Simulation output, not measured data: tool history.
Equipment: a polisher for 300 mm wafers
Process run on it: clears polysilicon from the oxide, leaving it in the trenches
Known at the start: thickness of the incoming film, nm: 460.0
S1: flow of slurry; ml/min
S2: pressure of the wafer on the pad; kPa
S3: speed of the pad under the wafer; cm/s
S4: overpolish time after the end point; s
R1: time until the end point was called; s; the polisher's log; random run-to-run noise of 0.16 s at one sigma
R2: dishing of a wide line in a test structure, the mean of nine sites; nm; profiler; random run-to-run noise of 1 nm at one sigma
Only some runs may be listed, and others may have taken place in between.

run	hour	S1	S2	S3	S4	R1	R2
1	0	155	21.4	126	17	18.374	62.403
2	5.3	155	21.4	126	12	18.822	61.116
3	6	120	21.4	126	12	19.44	62.947
4	10.4	120	21.4	126	5	20.14	52.345
5	13.9	120	23.4	126	5	18.284	54.495
6	19.4	120	23.4	126	5	17.985	52.347
7	28	120	24.1	126	7	17.997	59.927
8	33.9	130	24.8	126	7	17.092	58.289
9	39.7	135	25.5	126	7	16	58.43
10	40.3	140	26.2	126	7	15.894	59.683
11	47.3	140	26.9	126	7	15.604	59.044
12	49.4	140	27.6	126	7	14.843	60.075
13	54	140	28.3	126	7	15.16	58.291
14	56	140	28.3	126	7	14.756	61.521

Predict the results of run 15:
15	64.9	140	28.3	126	7	?	?

Run 15 gave R1 14.592 s, R2 59.941 nm.
